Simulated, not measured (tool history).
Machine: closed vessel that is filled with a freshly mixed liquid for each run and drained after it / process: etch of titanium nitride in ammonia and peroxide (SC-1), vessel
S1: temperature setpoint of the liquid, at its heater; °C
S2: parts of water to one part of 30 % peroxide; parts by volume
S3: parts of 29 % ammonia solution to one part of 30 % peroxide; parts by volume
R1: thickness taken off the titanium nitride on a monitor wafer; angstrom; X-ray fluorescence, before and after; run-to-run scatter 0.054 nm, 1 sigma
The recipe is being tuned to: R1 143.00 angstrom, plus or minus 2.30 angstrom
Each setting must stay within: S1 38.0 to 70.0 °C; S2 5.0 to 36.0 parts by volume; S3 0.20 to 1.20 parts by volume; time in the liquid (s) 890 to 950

{"run": 1, "hour": 0.0, "S1": 54.0, "S2": 20.0, "S3": 0.8, "time in the liquid (s)": 890, "R1": 363.55}
{"run": 2, "hour": 3.6, "S1": 48.0, "S2": 20.0, "S3": 0.8, "time in the liquid (s)": 890, "R1": 239.48}
{"run": 3, "hour": 12.0, "S1": 46.5, "S2": 20.0, "S3": 0.8, "time in the liquid (s)": 890, "R1": 214.78}
{"run": 4, "hour": 19.3, "S1": 51.5, "S2": 20.0, "S3": 0.8, "time in the liquid (s)": 890, "R1": 307.7}
{"run": 5, "hour": 21.3, "S1": 51.5, "S2": 20.0, "S3": 1.0, "time in the liquid (s)": 890, "R1": 318.42}
{"hour": 24.4, "done": "thermometer replaced"}
{"run": 6, "hour": 24.4, "S1": 49.5, "S2": 20.0, "S3": 1.0, "time in the liquid (s)": 890, "R1": 323.05}
{"run": 7, "hour": 30.6, "S1": 47.5, "S2": 20.5, "S3": 1.0, "time in the liquid (s)": 890, "R1": 276.86}
{"run": 8, "hour": 37.6, "S1": 46.0, "S2": 21.5, "S3": 1.0, "time in the liquid (s)": 890, "R1": 241.46}

Below are 4 possible settings for the next run. Only one of them brings all results inside the allowed miss of their targets. Which is it?
{"run": "A", "hour": 44.6, "S1": 51.0, "S2": 15.5, "S3": 0.8, "time in the liquid (s)": 950, "R1": "?"}
{"run": "B", "hour": 44.6, "S1": 42.5, "S2": 25.0, "S3": 1.2, "time in the liquid (s)": 950, "R1": "?"}
{"run": "C", "hour": 44.6, "S1": 43.0, "S2": 26.0, "S3": 1.1, "time in the liquid (s)": 890, "R1": "?"}
{"run": "D", "hour": 44.6, "S1": 40.5, "S2": 26.5, "S3": 0.95, "time in the liquid (s)": 890, "R1": "?"}

move=A R1=420.76
move=B R1=190.03
move=C R1=177.94
move=D R1=142.78
A: lands further from the targets than the last run did
B: an improvement on the last run, though not all results are within tolerance
C: an improvement on the last run, though not all results are within tolerance
D: all results land within tolerance of their targets
D is the move that brings every result within its allowed miss.
